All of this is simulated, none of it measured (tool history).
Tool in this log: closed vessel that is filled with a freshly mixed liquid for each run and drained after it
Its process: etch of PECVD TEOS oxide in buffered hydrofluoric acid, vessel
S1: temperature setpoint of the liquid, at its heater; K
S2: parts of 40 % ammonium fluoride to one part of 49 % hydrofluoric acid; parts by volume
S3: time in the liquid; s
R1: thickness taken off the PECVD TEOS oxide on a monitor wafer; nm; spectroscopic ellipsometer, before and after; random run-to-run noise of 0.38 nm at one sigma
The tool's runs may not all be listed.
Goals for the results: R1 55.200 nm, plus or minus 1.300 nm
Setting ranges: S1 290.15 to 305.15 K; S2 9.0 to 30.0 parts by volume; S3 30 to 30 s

run,hour,S1,S2,S3,R1
1,0.0,298.15,24.0,30,29.233
2,2.0,299.15,23.0,30,31.763
3,8.3,299.65,22.0,30,33.799
4,16.5,296.65,22.0,30,28.352
5,23.5,297.65,21.0,30,30.696
6,29.7,301.15,21.0,30,37.059
7,31.6,301.65,20.0,30,39.648
8,39.8,302.15,19.5,30,42.247
9,44.7,302.65,19.0,30,44.670
10,51.8,303.15,19.0,30,45.335
11,60.6,303.15,19.0,30,45.785
12,65.2,305.15,15.5,30,60.840
13,66.2,304.15,15.5,30,58.543
14,69.3,303.65,15.5,30,57.397

Next run, 5 choices. One meets every target within its allowed miss, the rest don't. Which?
A,72.4,303.65,15.0,30,?
B,72.4,302.15,13.5,30,?
C,72.4,302.65,14.5,30,?
D,72.4,305.15,17.5,30,?
E,72.4,304.65,16.0,30,?

move,R1
A,58.668
B,60.106
C,57.543
D,54.549
E,58.027
A: moves away from the targets compared with the last run
B: moves away from the targets compared with the last run
C: moves away from the targets compared with the last run
D: in spec on every target
E: moves away from the targets compared with the last run
So the answer is move D, the one that meets all the targets.
